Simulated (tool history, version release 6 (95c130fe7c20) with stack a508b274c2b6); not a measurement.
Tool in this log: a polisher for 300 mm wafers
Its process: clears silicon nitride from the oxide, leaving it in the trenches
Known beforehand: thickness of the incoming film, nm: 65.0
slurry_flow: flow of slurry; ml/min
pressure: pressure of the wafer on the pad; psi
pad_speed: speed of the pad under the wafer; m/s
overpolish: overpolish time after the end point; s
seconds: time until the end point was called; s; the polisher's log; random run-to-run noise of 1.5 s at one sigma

run  hour  slurry_flow  pressure  pad_speed  overpolish  seconds
  1   0.0          235       1.9       1.26           5   90.793
  2   7.6          235       1.7       1.26           5  100.850
  3  13.9          235       1.7       1.56           5   84.480
  4  18.1          235       1.5       1.54           5   98.394
  5  23.3          235       1.4       1.54           5  104.770
  6  30.7          235       1.3       1.54           5  110.850

What will run 7 give?
  7  35.5          235       1.2       1.54           5        ?

{"run 7": {"seconds": 125.28}}
